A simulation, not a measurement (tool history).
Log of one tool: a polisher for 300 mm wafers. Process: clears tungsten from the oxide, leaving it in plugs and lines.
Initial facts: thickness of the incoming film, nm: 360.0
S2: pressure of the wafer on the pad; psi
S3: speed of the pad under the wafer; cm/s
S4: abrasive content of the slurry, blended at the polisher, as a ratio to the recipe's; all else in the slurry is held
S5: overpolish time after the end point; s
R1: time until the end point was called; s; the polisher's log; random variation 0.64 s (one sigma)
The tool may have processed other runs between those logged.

run 1 hour=0.0 | flow_of_slurry_(ml/min)=260 S2=4.3 S3=84 S4=1.00 S5=20 | R1=75.502
run 2 hour=3.9 | flow_of_slurry_(ml/min)=260 S2=4.3 S3=84 S4=1.05 S5=20 | R1=74.150
run 3 hour=9.7 | flow_of_slurry_(ml/min)=225 S2=4.3 S3=84 S4=1.05 S5=20 | R1=76.469
run 4 hour=15.3 | flow_of_slurry_(ml/min)=225 S2=3.8 S3=84 S4=1.05 S5=20 | R1=86.618
run 5 hour=22.9 | flow_of_slurry_(ml/min)=235 S2=4.0 S3=84 S4=1.05 S5=20 | R1=82.224
run 6 hour=27.9 | flow_of_slurry_(ml/min)=235 S2=4.0 S3=84 S4=1.20 S5=20 | R1=78.779

Expected results for the next run?
run 7 hour=34.6 | flow_of_slurry_(ml/min)=245 S2=4.1 S3=84 S4=1.20 S5=20 | R1=?

Run 7 measured R1 77.895 s.
